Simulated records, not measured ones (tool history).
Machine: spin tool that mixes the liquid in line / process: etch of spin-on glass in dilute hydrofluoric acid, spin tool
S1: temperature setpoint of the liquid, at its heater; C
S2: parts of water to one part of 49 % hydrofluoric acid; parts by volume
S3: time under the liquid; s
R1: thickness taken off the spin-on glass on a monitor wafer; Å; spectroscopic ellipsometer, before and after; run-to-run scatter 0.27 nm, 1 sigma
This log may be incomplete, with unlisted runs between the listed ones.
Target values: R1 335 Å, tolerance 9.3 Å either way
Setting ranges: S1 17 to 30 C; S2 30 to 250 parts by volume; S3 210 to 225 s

run  hour    S1   S2   S3      R1
  1     0    22  140  210  405.93
  2   3.2    22  140  210  415.35
  3  11.2  18.5  140  210  359.19
  4  16.1  18.5  140  210  358.49
  5  23.3  21.5  140  210  399.52
  6  30.6  21.5  140  225  432.94
  7  38.2  20.5  145  225  391.55
  8  40.8  20.5  145  225  398.46
  9  45.9  19.5  145  225  385.11
 10  49.4    19  145  225  372.37

5 next moves are on the table. One of them brings every result within its allowed miss. Which?
  A  52.9  22.5  180  225   ?
  B  52.9    19  130  225   ?
  C  52.9    22  155  210   ?
  D  52.9    21  155  220   ?
  E  52.9    17  135  210   ?

move      R1
   A  335.51
   B  426.63
   C  366.42
   D  369.16
   E  351.46
A: meets every target
B: further off than the last run
C: nearer the targets than the last run, but a result is still out of spec
D: nearer the targets than the last run, but a result is still out of spec
E: nearer the targets than the last run, but a result is still out of spec
The right move is A.
